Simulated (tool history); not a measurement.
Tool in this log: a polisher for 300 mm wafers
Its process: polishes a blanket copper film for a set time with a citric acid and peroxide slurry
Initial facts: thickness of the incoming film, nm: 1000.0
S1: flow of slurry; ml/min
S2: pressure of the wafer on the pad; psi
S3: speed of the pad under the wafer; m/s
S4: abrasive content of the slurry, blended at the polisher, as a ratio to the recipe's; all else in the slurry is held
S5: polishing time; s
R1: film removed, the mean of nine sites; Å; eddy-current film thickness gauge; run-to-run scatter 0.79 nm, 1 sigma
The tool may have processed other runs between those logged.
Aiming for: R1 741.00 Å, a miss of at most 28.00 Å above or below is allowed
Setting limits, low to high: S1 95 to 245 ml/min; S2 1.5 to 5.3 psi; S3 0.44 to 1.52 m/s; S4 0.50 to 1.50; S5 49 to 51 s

run,day,S1,S2,S3,S4,S5,R1
1,0.000,155,3.4,0.98,1.00,49,1156.50
2,0.296,155,3.4,0.98,0.90,49,1126.70
3,0.354,155,3.2,0.98,0.90,49,1069.70
4,0.496,155,3.1,0.98,0.90,49,1051.30
5,0.625,185,3.1,0.98,0.90,49,1076.50
6,0.758,185,3.1,1.16,0.90,49,1269.40
7,1.092,185,2.9,1.14,0.90,49,1186.90
8,1.138,185,2.7,1.12,0.90,49,1146.80
9,1.221,185,2.6,1.10,0.90,49,1084.10
10,1.308,185,2.5,1.08,0.90,49,1018.80

Consider the 4 candidate settings below. Which is the only one whose results all fall within their allowed miss of target?
A,1.396,175,2.2,0.92,1.00,49,?
B,1.396,235,3.2,0.68,0.85,50,?
C,1.396,195,1.7,1.06,0.90,49,?
D,1.396,160,1.9,0.96,0.85,49,?

move,R1
A,815.16
B,798.88
C,791.31
D,734.01
A: closes in on the targets versus the last run, not all within tolerance yet
B: closes in on the targets versus the last run, not all within tolerance yet
C: closes in on the targets versus the last run, not all within tolerance yet
D: hits every target within its allowed miss
So the answer is move D, the one that meets all the targets.
